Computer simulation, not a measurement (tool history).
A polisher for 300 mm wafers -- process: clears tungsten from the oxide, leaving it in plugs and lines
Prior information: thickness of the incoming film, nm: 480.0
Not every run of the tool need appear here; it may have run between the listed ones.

run,day,flow of slurry (ml/min),pressure of the wafer on the pad (kPa),speed of the pad under the wafer (cm/s),abrasive content of the slurry,overpolish time after the end point (s),time until the end point was called (s)
1,0,225,31,90,1,6,94.365
2,0.054,225,31,106,1,6,80.25
3,0.133,225,31,106,0.9,6,81.638
4,0.483,185,31,106,0.9,6,84.272
5,0.596,210,31,106,0.9,6,82.484
6,0.679,210,31,88,0.9,6,98.887
7,0.783,210,31,88,0.9,6,98.555
8,1.133,205,28.3,88,0.9,6,108.46
9,1.367,200,26.2,88,0.9,6,115.4
10,1.542,195,24.1,88,0.9,6,124.19
11,1.767,195,22.8,88,0.9,6,130.23
12,2.092,185,14.5,88,0.9,6,188.2
13,2.292,185,15.2,88,0.9,6,180.11

Estimate the outcome of run 14 from the log above:
14,2.529,185,15.9,88,0.9,6,?

Run 14 came out at time until the end point was called (s) 176.77.

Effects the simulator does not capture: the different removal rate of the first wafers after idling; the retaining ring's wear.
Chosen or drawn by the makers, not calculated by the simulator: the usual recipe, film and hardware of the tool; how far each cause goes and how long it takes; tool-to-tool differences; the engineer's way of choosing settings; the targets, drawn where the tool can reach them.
